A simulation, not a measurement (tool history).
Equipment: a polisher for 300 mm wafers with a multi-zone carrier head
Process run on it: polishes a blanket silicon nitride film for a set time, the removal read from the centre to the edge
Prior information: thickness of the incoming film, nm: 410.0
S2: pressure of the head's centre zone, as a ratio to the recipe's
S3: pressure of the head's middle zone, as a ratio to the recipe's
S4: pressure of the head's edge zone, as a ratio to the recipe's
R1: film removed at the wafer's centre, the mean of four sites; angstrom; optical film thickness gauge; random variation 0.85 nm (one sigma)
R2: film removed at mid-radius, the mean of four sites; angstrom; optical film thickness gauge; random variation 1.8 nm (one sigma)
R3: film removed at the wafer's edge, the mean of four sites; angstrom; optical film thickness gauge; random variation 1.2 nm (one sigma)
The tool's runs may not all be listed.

Run 1, hour 0.0: flow of slurry (ml/min) 205, S2 1.00, S3 1.00, S4 1.00, polishing time (s) 44. Result: R1 1451.5 angstrom, R2 1433.8 angstrom, R3 1432.0 angstrom.
Run 2, hour 2.2: flow of slurry (ml/min) 205, S2 0.99, S3 1.00, S4 1.02, polishing time (s) 44. Result: R1 1454.9 angstrom, R2 1422.1 angstrom, R3 1426.0 angstrom.
Run 3, hour 8.3: flow of slurry (ml/min) 200, S2 0.97, S3 1.00, S4 1.04, polishing time (s) 45. Result: R1 1442.4 angstrom, R2 1407.3 angstrom, R3 1458.6 angstrom.
Run 4, hour 10.0: flow of slurry (ml/min) 200, S2 1.04, S3 1.00, S4 1.04, polishing time (s) 45. Result: R1 1537.8 angstrom, R2 1427.0 angstrom, R3 1458.7 angstrom.
Run 5, hour 14.4: flow of slurry (ml/min) 195, S2 1.01, S3 1.00, S4 1.05, polishing time (s) 46. Result: R1 1542.5 angstrom, R2 1472.5 angstrom, R3 1507.2 angstrom.
Run 6, hour 21.4: flow of slurry (ml/min) 195, S2 1.01, S3 1.00, S4 1.05, polishing time (s) 40. Result: R1 1339.7 angstrom, R2 1268.7 angstrom, R3 1311.4 angstrom.
Run 7, hour 29.8: flow of slurry (ml/min) 200, S2 0.99, S3 1.01, S4 1.07, polishing time (s) 41. Result: R1 1341.2 angstrom, R2 1312.6 angstrom, R3 1358.3 angstrom.
Run 8, hour 34.9: flow of slurry (ml/min) 200, S2 0.99, S3 1.01, S4 1.07, polishing time (s) 41. Result: R1 1339.4 angstrom, R2 1303.5 angstrom, R3 1360.8 angstrom.

Run 9, settings as shown, results not yet in. Your forecast:
Run 9, hour 42.5: flow of slurry (ml/min) 210, S2 0.98, S3 1.02, S4 1.09, polishing time (s) 42. Result: R1 ?, R2 ?, R3 ?.

{"run 9": {"R1": 1385.9, "R2": 1374.7, "R3": 1406.6}}
